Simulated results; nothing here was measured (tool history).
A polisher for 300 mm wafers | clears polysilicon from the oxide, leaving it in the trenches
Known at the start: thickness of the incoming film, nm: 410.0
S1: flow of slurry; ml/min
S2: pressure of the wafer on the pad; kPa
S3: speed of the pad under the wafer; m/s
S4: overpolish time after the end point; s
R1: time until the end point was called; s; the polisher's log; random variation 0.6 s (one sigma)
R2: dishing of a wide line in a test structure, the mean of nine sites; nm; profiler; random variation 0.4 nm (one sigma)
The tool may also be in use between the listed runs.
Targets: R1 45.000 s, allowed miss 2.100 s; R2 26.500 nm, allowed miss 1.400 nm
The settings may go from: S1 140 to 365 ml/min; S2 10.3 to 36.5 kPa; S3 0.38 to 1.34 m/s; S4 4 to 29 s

{"run": 1, "day": 0.0, "S1": 235, "S2": 23.4, "S3": 0.86, "S4": 15, "R1": 28.724, "R2": 62.499}
{"run": 2, "day": 0.067, "S1": 240, "S2": 20.7, "S3": 0.86, "S4": 12, "R1": 32.313, "R2": 58.768}
{"run": 3, "day": 0.279, "S1": 240, "S2": 20.7, "S3": 1.04, "S4": 12, "R1": 26.592, "R2": 60.687}
{"run": 4, "day": 0.608, "S1": 240, "S2": 20.7, "S3": 0.92, "S4": 12, "R1": 30.552, "R2": 58.512}
{"run": 5, "day": 0.704, "S1": 275, "S2": 17.9, "S3": 0.9, "S4": 10, "R1": 34.599, "R2": 51.417}
{"run": 6, "day": 1.058, "S1": 300, "S2": 15.9, "S3": 0.9, "S4": 8, "R1": 38.546, "R2": 47.059}
{"run": 7, "day": 1.142, "S1": 300, "S2": 15.9, "S3": 0.9, "S4": 8, "R1": 38.919, "R2": 45.721}
{"run": 8, "day": 1.238, "S1": 300, "S2": 15.9, "S3": 0.9, "S4": 8, "R1": 38.707, "R2": 45.863}
{"run": 9, "day": 1.562, "S1": 320, "S2": 10.3, "S3": 0.88, "S4": 4, "R1": 59.963, "R2": 21.693}
{"run": 10, "day": 1.9, "S1": 315, "S2": 11.0, "S3": 0.92, "S4": 4, "R1": 53.051, "R2": 23.412}
{"day": 2.033, "done": "slurry nozzle cleaned"}
{"run": 11, "day": 2.033, "S1": 320, "S2": 11.0, "S3": 0.94, "S4": 4, "R1": 50.986, "R2": 24.677}
{"run": 12, "day": 2.288, "S1": 325, "S2": 11.0, "S3": 0.96, "S4": 4, "R1": 49.205, "R2": 24.654}
{"run": 13, "day": 2.504, "S1": 330, "S2": 11.0, "S3": 0.96, "S4": 4, "R1": 49.966, "R2": 25.298}
{"run": 14, "day": 2.604, "S1": 330, "S2": 11.0, "S3": 0.98, "S4": 4, "R1": 48.055, "R2": 25.117}

Which of these 4 next moves meets every target?
{"run": "A", "day": 2.704, "S1": 365, "S2": 10.3, "S3": 1.0, "S4": 4, "R1": "?", "R2": "?"}
{"run": "B", "day": 2.704, "S1": 305, "S2": 11.0, "S3": 1.06, "S4": 4, "R1": "?", "R2": "?"}
{"run": "C", "day": 2.704, "S1": 280, "S2": 10.3, "S3": 1.0, "S4": 4, "R1": "?", "R2": "?"}
{"run": "D", "day": 2.704, "S1": 280, "S2": 13.1, "S3": 0.78, "S4": 4, "R1": "?", "R2": "?"}

move=A R1=49.142 R2=24.401
move=B R1=44.371 R2=26.400
move=C R1=50.308 R2=23.957
move=D R1=51.256 R2=23.607
A: further off than the last run
B: meets every target
C: further off than the last run
D: further off than the last run
Answer: B
